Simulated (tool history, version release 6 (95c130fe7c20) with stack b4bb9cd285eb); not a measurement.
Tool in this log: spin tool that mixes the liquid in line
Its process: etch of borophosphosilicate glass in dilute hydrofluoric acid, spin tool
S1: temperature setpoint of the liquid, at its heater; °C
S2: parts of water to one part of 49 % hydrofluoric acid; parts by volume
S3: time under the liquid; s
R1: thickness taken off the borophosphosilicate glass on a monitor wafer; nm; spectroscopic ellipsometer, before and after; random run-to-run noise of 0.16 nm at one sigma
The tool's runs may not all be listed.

run,hour,S1,S2,S3,R1
1,0.0,23.0,100,80,27.700
2,1.0,23.0,100,80,27.666
3,2.9,22.0,105,80,24.890
4,5.9,22.0,105,80,25.099
5,14.4,22.0,105,80,25.196
6,18.5,23.5,105,80,26.451
7,25.4,22.5,110,80,24.018
8,28.2,21.5,110,80,23.200

Run 9 is up next; what results do you expect?
9,35.7,21.5,110,80,?

Logged for run 9: R1 23.320 nm.
